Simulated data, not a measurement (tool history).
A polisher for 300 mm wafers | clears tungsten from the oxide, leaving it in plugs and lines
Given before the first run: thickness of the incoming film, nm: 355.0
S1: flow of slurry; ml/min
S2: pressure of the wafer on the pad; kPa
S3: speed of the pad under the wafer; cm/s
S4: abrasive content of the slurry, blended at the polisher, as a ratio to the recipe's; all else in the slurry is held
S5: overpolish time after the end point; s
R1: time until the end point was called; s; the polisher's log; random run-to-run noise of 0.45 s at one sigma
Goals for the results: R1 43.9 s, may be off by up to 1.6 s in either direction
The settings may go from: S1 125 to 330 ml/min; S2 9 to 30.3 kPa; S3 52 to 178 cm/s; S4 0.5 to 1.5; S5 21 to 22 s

{"run": 1, "hour": 0.0, "S1": 210, "S2": 19.3, "S3": 114, "S4": 1, "S5": 21, "R1": 80.776}
{"run": 2, "hour": 3.5, "S1": 210, "S2": 19.3, "S3": 114, "S4": 1.1, "S5": 21, "R1": 79.316}
{"run": 3, "hour": 5.1, "S1": 250, "S2": 19.3, "S3": 114, "S4": 1.1, "S5": 21, "R1": 79.903}
{"run": 4, "hour": 12.9, "S1": 230, "S2": 19.3, "S3": 114, "S4": 1.1, "S5": 21, "R1": 79.619}
{"run": 5, "hour": 15.1, "S1": 230, "S2": 20.7, "S3": 114, "S4": 1.1, "S5": 21, "R1": 73.695}
{"run": 6, "hour": 23.4, "S1": 230, "S2": 21.4, "S3": 114, "S4": 1.1, "S5": 21, "R1": 72.622}
{"run": 7, "hour": 32.5, "S1": 230, "S2": 22.1, "S3": 116, "S4": 1.1, "S5": 21, "R1": 69.593}
{"run": 8, "hour": 35.7, "S1": 230, "S2": 22.1, "S3": 116, "S4": 1.1, "S5": 21, "R1": 67.444}
{"run": 9, "hour": 39.3, "S1": 235, "S2": 27.6, "S3": 118, "S4": 1.1, "S5": 21, "R1": 55.371}
{"run": 10, "hour": 48.3, "S1": 235, "S2": 27.6, "S3": 120, "S4": 1.1, "S5": 21, "R1": 55.498}
{"run": 11, "hour": 51.0, "S1": 235, "S2": 27.6, "S3": 122, "S4": 1.1, "S5": 21, "R1": 54.117}
{"run": 12, "hour": 57.2, "S1": 235, "S2": 27.6, "S3": 124, "S4": 1.1, "S5": 21, "R1": 53.243}
{"run": 13, "hour": 58.2, "S1": 235, "S2": 27.6, "S3": 126, "S4": 1.1, "S5": 21, "R1": 51.974}
{"run": 14, "hour": 62.9, "S1": 240, "S2": 30.3, "S3": 128, "S4": 1.1, "S5": 21, "R1": 47.032}

5 next moves are on the table. One of them brings every result within its allowed miss. Which?
{"run": "A", "hour": 67.6, "S1": 290, "S2": 28.3, "S3": 132, "S4": 1.1, "S5": 21, "R1": "?"}
{"run": "B", "hour": 67.6, "S1": 260, "S2": 30.3, "S3": 128, "S4": 1.05, "S5": 21, "R1": "?"}
{"run": "C", "hour": 67.6, "S1": 245, "S2": 27.6, "S3": 150, "S4": 1.2, "S5": 21, "R1": "?"}
{"run": "D", "hour": 67.6, "S1": 225, "S2": 30.3, "S3": 126, "S4": 1.05, "S5": 21, "R1": "?"}
{"run": "E", "hour": 67.6, "S1": 305, "S2": 29.6, "S3": 120, "S4": 1.3, "S5": 21, "R1": "?"}

move=A R1=48.205
move=B R1=47.311
move=C R1=43.707
move=D R1=48.609
move=E R1=48.203
A: the biggest miss grows against the last run
B: the biggest miss grows against the last run
C: hits every target within its allowed miss
D: the biggest miss grows against the last run
E: the biggest miss grows against the last run
The right move is C.
